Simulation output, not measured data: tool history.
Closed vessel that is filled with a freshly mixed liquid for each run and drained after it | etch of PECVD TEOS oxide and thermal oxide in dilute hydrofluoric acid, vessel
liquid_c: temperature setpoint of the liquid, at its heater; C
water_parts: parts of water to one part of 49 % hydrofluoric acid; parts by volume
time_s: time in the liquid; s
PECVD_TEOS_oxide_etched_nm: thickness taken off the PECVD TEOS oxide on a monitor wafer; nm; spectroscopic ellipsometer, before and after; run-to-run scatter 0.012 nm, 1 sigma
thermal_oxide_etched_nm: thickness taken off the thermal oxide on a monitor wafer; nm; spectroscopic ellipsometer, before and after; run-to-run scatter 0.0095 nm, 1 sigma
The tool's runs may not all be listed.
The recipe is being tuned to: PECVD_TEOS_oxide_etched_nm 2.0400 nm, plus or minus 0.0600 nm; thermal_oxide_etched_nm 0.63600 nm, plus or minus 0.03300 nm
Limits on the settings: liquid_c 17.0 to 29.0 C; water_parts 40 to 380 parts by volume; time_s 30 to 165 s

run,hour,liquid_c,water_parts,time_s,PECVD_TEOS_oxide_etched_nm,thermal_oxide_etched_nm
1,0.0,21.0,210,85,4.8954,1.56440
2,0.5,20.5,225,85,4.4195,1.38590
3,8.7,20.0,240,85,4.0659,1.28110
4,16.7,20.0,170,85,6.1636,1.88770
5,19.6,19.5,190,85,5.2341,1.61650
6,28.3,19.5,150,85,6.9409,2.12940
7,33.6,19.0,170,85,5.8557,1.85000
8,34.5,19.0,190,85,5.1854,1.60270
9,35.2,19.0,205,85,4.7294,1.46370
10,37.0,19.0,220,85,4.3056,1.34310
11,37.9,17.0,305,85,2.6953,0.84665

Which one of the following 4 next-run settings gets every result inside its allowed miss? There is exactly one.
A,38.8,17.0,335,65,?,?
B,38.8,17.5,335,80,?,?
C,38.8,17.0,270,60,?,?
D,38.8,17.0,380,85,?,?

move,PECVD_TEOS_oxide_etched_nm,thermal_oxide_etched_nm
A,1.8121,0.57430
B,2.2720,0.72007
C,2.1910,0.69438
D,2.0152,0.63868
A: carries the result that was furthest off beyond its target, to the other side
B: nearer than the last run, and not there yet
C: nearer than the last run, and not there yet
D: every result within its allowed miss
Correct choice: D, which meets every target
